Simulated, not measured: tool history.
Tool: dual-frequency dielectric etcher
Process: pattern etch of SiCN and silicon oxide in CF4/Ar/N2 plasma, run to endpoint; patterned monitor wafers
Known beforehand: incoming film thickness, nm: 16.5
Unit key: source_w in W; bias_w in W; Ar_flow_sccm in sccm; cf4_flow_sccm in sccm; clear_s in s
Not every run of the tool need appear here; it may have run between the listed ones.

{"run": 1, "hour": 0.0, "source_w": 530, "bias_w": 78, "Ar_flow_sccm": 107, "cf4_flow_sccm": 42, "clear_s": 17.379}
{"run": 2, "hour": 4.1, "source_w": 490, "bias_w": 78, "Ar_flow_sccm": 107, "cf4_flow_sccm": 42, "clear_s": 18.726}
{"run": 3, "hour": 5.1, "source_w": 460, "bias_w": 78, "Ar_flow_sccm": 107, "cf4_flow_sccm": 42, "clear_s": 19.916}
{"run": 4, "hour": 7.9, "source_w": 440, "bias_w": 78, "Ar_flow_sccm": 107, "cf4_flow_sccm": 42, "clear_s": 20.602}
{"run": 5, "hour": 15.2, "source_w": 420, "bias_w": 78, "Ar_flow_sccm": 107, "cf4_flow_sccm": 42, "clear_s": 21.732}
{"run": 6, "hour": 23.7, "source_w": 410, "bias_w": 78, "Ar_flow_sccm": 107, "cf4_flow_sccm": 42, "clear_s": 22.248}
{"run": 7, "hour": 28.3, "source_w": 410, "bias_w": 78, "Ar_flow_sccm": 107, "cf4_flow_sccm": 42, "clear_s": 22.021}

For run 8, what comes out?
{"run": 8, "hour": 33.0, "source_w": 370, "bias_w": 78, "Ar_flow_sccm": 107, "cf4_flow_sccm": 42, "clear_s": "?"}

{"run 8": {"clear_s": 24.495}}

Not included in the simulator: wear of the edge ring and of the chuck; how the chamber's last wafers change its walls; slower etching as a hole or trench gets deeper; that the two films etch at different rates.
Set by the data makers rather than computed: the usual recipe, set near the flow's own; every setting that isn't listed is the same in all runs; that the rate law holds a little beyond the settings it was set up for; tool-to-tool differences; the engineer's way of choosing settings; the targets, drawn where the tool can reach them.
